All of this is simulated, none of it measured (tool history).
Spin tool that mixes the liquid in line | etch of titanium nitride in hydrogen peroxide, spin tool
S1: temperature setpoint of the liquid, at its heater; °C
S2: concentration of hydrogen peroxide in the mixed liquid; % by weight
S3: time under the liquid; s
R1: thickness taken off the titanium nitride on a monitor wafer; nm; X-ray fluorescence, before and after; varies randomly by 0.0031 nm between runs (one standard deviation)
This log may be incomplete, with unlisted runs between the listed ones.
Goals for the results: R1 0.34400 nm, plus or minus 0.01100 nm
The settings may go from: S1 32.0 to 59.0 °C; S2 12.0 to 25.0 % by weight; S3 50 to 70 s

run 1 hour=0.0 | S1=43.0 S2=17.0 S3=70 | R1=0.88711
run 2 hour=7.9 | S1=41.0 S2=16.5 S3=65 | R1=0.71412
run 3 hour=10.9 | S1=41.0 S2=13.5 S3=65 | R1=0.66904
run 4 hour=12.4 | S1=41.0 S2=13.5 S3=70 | R1=0.72001
run 5 hour=16.6 | S1=44.0 S2=13.5 S3=70 | R1=0.92361
run 6 hour=24.4 | S1=42.0 S2=13.5 S3=70 | R1=0.79391
run 7 hour=33.2 | S1=40.5 S2=13.5 S3=70 | R1=0.70192
run 8 hour=34.6 | S1=32.5 S2=12.5 S3=60 | R1=0.31634
run 9 hour=35.2 | S1=32.5 S2=12.5 S3=60 | R1=0.32042

Which single option among these 5 for the next run brings every result within its allowed miss of target? Just one does.
run A hour=35.8 | S1=33.0 S2=12.0 S3=70 | R1=?
run B hour=35.8 | S1=36.0 S2=12.0 S3=50 | R1=?
run C hour=35.8 | S1=32.5 S2=17.0 S3=65 | R1=?
run D hour=35.8 | S1=32.0 S2=16.5 S3=70 | R1=?
run E hour=35.8 | S1=33.5 S2=12.0 S3=65 | R1=?

move=A R1=0.38431
move=B R1=0.34865
move=C R1=0.36878
move=D R1=0.37901
move=E R1=0.37149
A: moves the result that the last run missed by most past its target, out the other side
B: every result within its allowed miss
C: moves the result that the last run missed by most past its target, out the other side
D: moves the result that the last run missed by most past its target, out the other side
E: moves the result that the last run missed by most past its target, out the other side
Go with B: it meets all targets.
